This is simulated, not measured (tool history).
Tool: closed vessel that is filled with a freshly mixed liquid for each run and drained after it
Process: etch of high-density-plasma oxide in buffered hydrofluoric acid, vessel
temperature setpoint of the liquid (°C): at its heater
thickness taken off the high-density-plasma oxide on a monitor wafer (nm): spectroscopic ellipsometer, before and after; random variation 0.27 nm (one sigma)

run,hour,temperature setpoint of the liquid (°C),parts of 40 % ammonium fluoride to one part of 49 % hydrofluoric acid (parts by volume),time in the liquid (s),thickness taken off the high-density-plasma oxide on a monitor wafer (nm)
1,0.0,24.0,8,30,49.911
2,2.0,23.5,8,30,47.881
3,5.3,23.5,8,30,48.147
4,12.4,25.5,8,30,53.650
5,14.2,24.5,8,30,50.895
6,15.1,27.5,8,30,59.510
7,17.5,26.5,8,30,56.474

The next listed run, before its measurement:
8,21.9,25.5,8,30,?

thickness taken off the high-density-plasma oxide on a monitor wafer (nm): 53.671
